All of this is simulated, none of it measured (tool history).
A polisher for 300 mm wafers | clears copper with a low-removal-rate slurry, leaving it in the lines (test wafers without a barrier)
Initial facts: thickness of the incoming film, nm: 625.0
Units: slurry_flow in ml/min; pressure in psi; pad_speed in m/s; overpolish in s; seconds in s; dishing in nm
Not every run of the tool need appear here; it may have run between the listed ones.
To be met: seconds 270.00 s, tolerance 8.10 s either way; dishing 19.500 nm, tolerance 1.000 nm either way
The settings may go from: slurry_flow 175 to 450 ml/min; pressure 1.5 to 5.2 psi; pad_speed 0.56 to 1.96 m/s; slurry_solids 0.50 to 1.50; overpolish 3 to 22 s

run	hour	slurry_flow	pressure	pad_speed	slurry_solids	overpolish	seconds	dishing
1	0.0	290	3.3	1.26	1.00	11	178.52	19.508
2	2.5	290	3.1	1.26	1.00	12	188.27	19.785
3	7.4	290	3.1	1.26	1.00	7	189.14	13.891
4	14.0	290	2.9	1.26	1.00	8	202.94	14.263
5	20.5	290	3.4	1.26	1.00	8	173.34	15.993
6	24.3	290	3.4	1.26	1.15	8	169.25	16.328
7	28.4	300	2.4	1.24	1.20	14	235.83	18.630
8	29.1	300	2.3	1.24	1.20	14	243.32	18.130
9	30.4	295	2.1	1.24	1.20	15	263.91	17.390

Of the 5 settings listed for the next run, only one would bring every result within its allowed miss of target. Which one?
A	31.7	200	2.1	1.26	1.25	18	?	?
B	31.7	355	2.0	1.14	1.30	19	?	?
C	31.7	305	2.4	1.04	1.05	16	?	?
D	31.7	305	1.9	1.34	1.30	11	?	?
E	31.7	260	2.4	1.14	1.15	12	?	?

move	seconds	dishing
A	274.02	19.901
B	293.29	19.703
C	285.84	18.364
D	268.27	14.977
E	261.15	16.286
A: hits every target within its allowed miss
B: brings the result that was furthest off to its target, and leaves another outside
C: moves toward the targets from the last run without getting all of them in spec
D: further off than the last run
E: further off than the last run
The right move is A.

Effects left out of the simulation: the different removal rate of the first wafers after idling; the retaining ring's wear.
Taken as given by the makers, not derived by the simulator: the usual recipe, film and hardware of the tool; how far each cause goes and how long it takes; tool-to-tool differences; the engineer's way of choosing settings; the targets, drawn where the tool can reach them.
